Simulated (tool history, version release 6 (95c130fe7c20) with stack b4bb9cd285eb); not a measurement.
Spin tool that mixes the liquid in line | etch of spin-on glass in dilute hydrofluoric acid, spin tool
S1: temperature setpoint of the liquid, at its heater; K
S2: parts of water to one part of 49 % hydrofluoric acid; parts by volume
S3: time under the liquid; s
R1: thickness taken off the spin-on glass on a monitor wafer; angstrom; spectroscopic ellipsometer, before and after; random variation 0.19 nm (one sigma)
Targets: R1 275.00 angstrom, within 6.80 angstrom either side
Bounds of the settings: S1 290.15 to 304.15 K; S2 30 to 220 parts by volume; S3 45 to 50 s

{"run": 1, "hour": 0.0, "S1": 296.15, "S2": 125, "S3": 45, "R1": 124.97}
{"run": 2, "hour": 6.8, "S1": 298.15, "S2": 110, "S3": 45, "R1": 155.03}
{"run": 3, "hour": 10.3, "S1": 298.15, "S2": 110, "S3": 45, "R1": 155.74}
{"run": 4, "hour": 13.0, "S1": 298.15, "S2": 125, "S3": 45, "R1": 133.6}
{"hour": 21.1, "done": "thermometer replaced"}
{"run": 5, "hour": 21.1, "S1": 298.15, "S2": 125, "S3": 50, "R1": 143.48}
{"run": 6, "hour": 30.1, "S1": 299.65, "S2": 115, "S3": 50, "R1": 166.35}
{"run": 7, "hour": 34.2, "S1": 300.65, "S2": 105, "S3": 50, "R1": 192.12}
{"run": 8, "hour": 39.7, "S1": 301.15, "S2": 100, "S3": 50, "R1": 205.46}
{"run": 9, "hour": 48.2, "S1": 301.65, "S2": 95, "S3": 50, "R1": 220.0}
{"run": 10, "hour": 49.7, "S1": 302.15, "S2": 90, "S3": 50, "R1": 239.38}
{"run": 11, "hour": 54.1, "S1": 302.65, "S2": 90, "S3": 50, "R1": 245.05}

Below are 5 possible settings for the next run. Only one of them brings all results inside the allowed miss of their targets. Which is it?
{"run": "A", "hour": 58.5, "S1": 304.15, "S2": 85, "S3": 50, "R1": "?"}
{"run": "B", "hour": 58.5, "S1": 304.15, "S2": 80, "S3": 50, "R1": "?"}
{"run": "C", "hour": 58.5, "S1": 300.15, "S2": 80, "S3": 50, "R1": "?"}
{"run": "D", "hour": 58.5, "S1": 302.15, "S2": 95, "S3": 50, "R1": "?"}
{"run": "E", "hour": 58.5, "S1": 303.65, "S2": 90, "S3": 50, "R1": "?"}

move=A R1=274.91
move=B R1=294.28
move=C R1=252.28
move=D R1=224.80
move=E R1=252.93
A: all results land within tolerance of their targets
B: carries the result that was furthest off beyond its target, to the other side
C: closes in on the targets versus the last run, not all within tolerance yet
D: further off than the last run
E: closes in on the targets versus the last run, not all within tolerance yet
Answer: A
